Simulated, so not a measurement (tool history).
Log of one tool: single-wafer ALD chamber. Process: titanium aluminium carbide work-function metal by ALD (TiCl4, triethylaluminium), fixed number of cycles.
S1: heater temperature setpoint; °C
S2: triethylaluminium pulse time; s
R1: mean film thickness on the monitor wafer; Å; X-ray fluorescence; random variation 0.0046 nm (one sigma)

run,hour,S1,S2,R1
1,0.0,285,9.23,18.073
2,5.9,285,11.45,18.700
3,10.8,293,11.45,19.401
4,17.2,289,10.96,18.975
5,23.2,295,10.96,19.582
6,30.5,295,12.76,19.829

Run 7 comes next. What will it give?
7,38.2,290,12.02,?

{"run 7": {"R1": 19.195}}
